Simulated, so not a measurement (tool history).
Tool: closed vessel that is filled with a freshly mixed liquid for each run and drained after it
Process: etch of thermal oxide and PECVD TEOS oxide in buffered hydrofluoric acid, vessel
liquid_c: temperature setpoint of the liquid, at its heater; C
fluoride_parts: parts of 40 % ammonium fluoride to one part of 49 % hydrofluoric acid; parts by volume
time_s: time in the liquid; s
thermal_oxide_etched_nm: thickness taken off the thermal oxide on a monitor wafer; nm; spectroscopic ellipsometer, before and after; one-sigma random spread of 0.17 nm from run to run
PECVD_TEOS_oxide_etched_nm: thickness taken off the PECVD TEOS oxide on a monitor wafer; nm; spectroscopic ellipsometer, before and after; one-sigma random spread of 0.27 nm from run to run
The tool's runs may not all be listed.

Run 1, hour 0.0: liquid_c 22.0 C, fluoride_parts 17 parts by volume, time_s 60 s. Result: thermal_oxide_etched_nm 30.819 nm, PECVD_TEOS_oxide_etched_nm 56.066 nm.
Run 2, hour 6.8: liquid_c 22.5 C, fluoride_parts 17 parts by volume, time_s 60 s. Result: thermal_oxide_etched_nm 31.548 nm, PECVD_TEOS_oxide_etched_nm 57.624 nm.
Run 3, hour 9.4: liquid_c 23.0 C, fluoride_parts 17 parts by volume, time_s 60 s. Result: thermal_oxide_etched_nm 32.715 nm, PECVD_TEOS_oxide_etched_nm 59.463 nm.
Run 4, hour 14.8: liquid_c 23.0 C, fluoride_parts 17 parts by volume, time_s 70 s. Result: thermal_oxide_etched_nm 38.056 nm, PECVD_TEOS_oxide_etched_nm 69.571 nm.
Run 5, hour 17.7: liquid_c 26.5 C, fluoride_parts 17 parts by volume, time_s 70 s. Result: thermal_oxide_etched_nm 46.256 nm, PECVD_TEOS_oxide_etched_nm 84.073 nm.
Run 6, hour 23.6: liquid_c 26.5 C, fluoride_parts 20 parts by volume, time_s 70 s. Result: thermal_oxide_etched_nm 39.447 nm, PECVD_TEOS_oxide_etched_nm 71.905 nm.

Forecast run 7:
Run 7, hour 26.2: liquid_c 26.5 C, fluoride_parts 20 parts by volume, time_s 70 s. Result: thermal_oxide_etched_nm ?, PECVD_TEOS_oxide_etched_nm ?.

thermal_oxide_etched_nm: 39.317 nm
PECVD_TEOS_oxide_etched_nm: 71.310 nm
